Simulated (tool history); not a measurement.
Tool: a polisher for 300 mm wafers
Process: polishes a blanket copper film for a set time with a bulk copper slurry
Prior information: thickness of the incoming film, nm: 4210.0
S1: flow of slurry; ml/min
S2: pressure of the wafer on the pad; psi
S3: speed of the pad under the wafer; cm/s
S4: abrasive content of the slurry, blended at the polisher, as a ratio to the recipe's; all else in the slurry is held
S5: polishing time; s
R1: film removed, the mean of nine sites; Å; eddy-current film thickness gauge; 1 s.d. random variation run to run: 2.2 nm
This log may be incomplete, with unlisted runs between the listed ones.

run 1 hour=0.0 | S1=230 S2=2.6 S3=90 S4=1.0 S5=54 | R1=4230.1
run 2 hour=3.3 | S1=230 S2=2.6 S3=108 S4=1.0 S5=54 | R1=5049.3
run 3 hour=7.4 | S1=225 S2=2.4 S3=108 S4=1.0 S5=54 | R1=4630.7
run 4 hour=11.7 | S1=225 S2=2.4 S3=124 S4=1.0 S5=54 | R1=5333.1
run 5 hour=14.2 | S1=225 S2=2.1 S3=124 S4=1.0 S5=54 | R1=4651.1
run 6 hour=15.6 | S1=225 S2=2.1 S3=124 S4=0.8 S5=54 | R1=4445.6
-- hour=21.8 worn pad replaced by a new one
run 7 hour=21.8 | S1=220 S2=2.0 S3=124 S4=0.8 S5=54 | R1=4571.6
run 8 hour=30.6 | S1=225 S2=1.3 S3=118 S4=0.8 S5=54 | R1=2910.1

Run 9 is up next; what results do you expect?
run 9 hour=37.8 | S1=225 S2=1.4 S3=118 S4=0.8 S5=54 | R1=?

Run 9 produced R1 3145.0 Å.

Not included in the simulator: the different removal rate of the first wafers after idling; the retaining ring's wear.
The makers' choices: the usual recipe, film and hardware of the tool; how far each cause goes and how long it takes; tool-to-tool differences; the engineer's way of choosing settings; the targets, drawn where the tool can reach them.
